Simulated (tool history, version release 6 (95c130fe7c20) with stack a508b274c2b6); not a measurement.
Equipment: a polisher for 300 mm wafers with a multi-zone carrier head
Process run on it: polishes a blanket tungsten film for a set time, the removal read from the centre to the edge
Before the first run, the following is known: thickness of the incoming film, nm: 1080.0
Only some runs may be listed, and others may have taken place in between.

run,day,flow of slurry (ml/min),pressure of the head's centre zone,pressure of the head's middle zone,pressure of the head's edge zone,abrasive content of the slurry,polishing time (s),film removed at the wafer's centre (angstrom),film removed at mid-radius (angstrom),film removed at the wafer's edge (angstrom)
1,0,125,1,1,1,1,66,3118,3189.7,3186.1
2,0.183,110,1,1,1,1,66,2997.7,3052.9,3128.4
3,0.208,110,1,1,0.94,1,66,3064.7,3056.9,3061.8
4,0.35,110,1,1.05,0.94,1,66,2964.1,3124.7,3007.9
5,0.546,110,1.06,1.05,0.94,1,66,3209.9,3112.2,3076.7
6,0.625,110,0.99,1.05,0.94,1,66,3008.5,3114.6,3031.6
7,0.733,140,0.93,1.06,1.04,1.25,74,3465.1,3983.4,3797.4

Estimate the outcome of run 8 from the log above:
8,0.992,145,0.93,1.04,1.07,1.3,74,?,?,?

film removed at the wafer's centre (angstrom): 3569.6
film removed at mid-radius (angstrom): 3881
film removed at the wafer's edge (angstrom): 4088.1

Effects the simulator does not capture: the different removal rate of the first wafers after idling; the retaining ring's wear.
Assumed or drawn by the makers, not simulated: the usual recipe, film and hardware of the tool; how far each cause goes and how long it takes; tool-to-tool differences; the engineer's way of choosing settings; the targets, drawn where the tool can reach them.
